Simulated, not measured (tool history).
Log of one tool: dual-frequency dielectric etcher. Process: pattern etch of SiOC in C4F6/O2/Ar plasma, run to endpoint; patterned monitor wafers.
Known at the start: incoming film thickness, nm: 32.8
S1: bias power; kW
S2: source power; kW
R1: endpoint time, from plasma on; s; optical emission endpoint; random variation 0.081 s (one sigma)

Run 1, day 0: S1 0.498 kW, S2 0.35 kW. Result: R1 12.642 s.
Run 2, day 0.162: S1 0.498 kW, S2 0.38 kW. Result: R1 12.067 s.
Run 3, day 0.438: S1 0.435 kW, S2 0.38 kW. Result: R1 12.536 s.
Run 4, day 0.496: S1 0.409 kW, S2 0.37 kW. Result: R1 13.239 s.
Run 5, day 0.546: S1 0.409 kW, S2 0.39 kW. Result: R1 12.81 s.
Run 6, day 0.825: S1 0.409 kW, S2 0.43 kW. Result: R1 12.117 s.

The next listed run, before its measurement:
Run 7, day 1.046: S1 0.383 kW, S2 0.42 kW. Result: R1 ?.

R1: 12.635 s

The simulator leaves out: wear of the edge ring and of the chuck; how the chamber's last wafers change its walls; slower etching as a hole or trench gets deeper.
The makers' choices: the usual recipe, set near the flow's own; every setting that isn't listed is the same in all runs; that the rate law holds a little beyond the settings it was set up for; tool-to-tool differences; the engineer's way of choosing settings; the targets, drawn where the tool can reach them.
